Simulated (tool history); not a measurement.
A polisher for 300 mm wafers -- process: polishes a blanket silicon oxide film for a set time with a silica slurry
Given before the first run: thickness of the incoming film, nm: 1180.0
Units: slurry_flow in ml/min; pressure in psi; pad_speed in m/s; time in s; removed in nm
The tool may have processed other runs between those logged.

run,hour,slurry_flow,pressure,pad_speed,slurry_solids,time,removed
1,0.0,245,3.6,0.90,1.0,38,86.701
2,8.4,245,3.2,0.90,1.0,38,76.860
3,13.6,240,3.0,0.90,1.0,38,72.981
4,22.2,280,3.0,0.90,1.0,38,73.151
5,22.7,280,3.0,0.90,1.0,34,65.611
6,26.6,280,3.0,0.90,1.1,34,68.925
7,35.5,280,2.9,0.90,1.1,34,67.228

For run 8, what comes out?
8,43.0,280,2.8,0.90,1.1,34,?

{"run 8": {"removed": 64.427}}
